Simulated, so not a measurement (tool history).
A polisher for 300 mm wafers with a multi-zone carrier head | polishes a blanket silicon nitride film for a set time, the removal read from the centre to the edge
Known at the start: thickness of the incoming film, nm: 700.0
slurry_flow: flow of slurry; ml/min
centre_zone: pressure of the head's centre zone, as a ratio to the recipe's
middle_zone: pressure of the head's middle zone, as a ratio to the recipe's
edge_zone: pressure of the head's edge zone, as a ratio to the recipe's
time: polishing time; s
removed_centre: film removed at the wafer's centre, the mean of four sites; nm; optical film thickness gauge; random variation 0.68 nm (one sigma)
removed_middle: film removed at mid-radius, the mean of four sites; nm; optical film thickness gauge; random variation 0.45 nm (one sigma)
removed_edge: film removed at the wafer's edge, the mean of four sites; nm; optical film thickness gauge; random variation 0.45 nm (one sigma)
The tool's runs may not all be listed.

run 1 day=0.000 | slurry_flow=125 centre_zone=1.00 middle_zone=1.00 edge_zone=1.00 time=57 | removed_centre=100.040 removed_middle=100.440 removed_edge=97.165
run 2 day=0.304 | slurry_flow=125 centre_zone=1.00 middle_zone=1.00 edge_zone=1.00 time=69 | removed_centre=120.370 removed_middle=120.030 removed_edge=118.450
run 3 day=0.375 | slurry_flow=125 centre_zone=1.00 middle_zone=1.00 edge_zone=1.08 time=69 | removed_centre=119.350 removed_middle=120.210 removed_edge=123.220
run 4 day=0.696 | slurry_flow=125 centre_zone=1.00 middle_zone=1.00 edge_zone=1.08 time=80 | removed_centre=138.720 removed_middle=139.650 removed_edge=144.100
run 5 day=0.954 | slurry_flow=110 centre_zone=0.95 middle_zone=0.98 edge_zone=1.09 time=67 | removed_centre=108.080 removed_middle=112.740 removed_edge=117.980
run 6 day=1.054 | slurry_flow=100 centre_zone=0.91 middle_zone=0.96 edge_zone=1.12 time=57 | removed_centre=83.214 removed_middle=92.182 removed_edge=100.710
run 7 day=1.358 | slurry_flow=95 centre_zone=0.89 middle_zone=0.94 edge_zone=1.10 time=51 | removed_centre=71.351 removed_middle=80.085 removed_edge=87.654

Forecast run 8:
run 8 day=1.571 | slurry_flow=90 centre_zone=0.87 middle_zone=0.92 edge_zone=1.08 time=48 | removed_centre=? removed_middle=? removed_edge=?

removed_centre: 65.211 nm
removed_middle: 72.917 nm
removed_edge: 82.062 nm
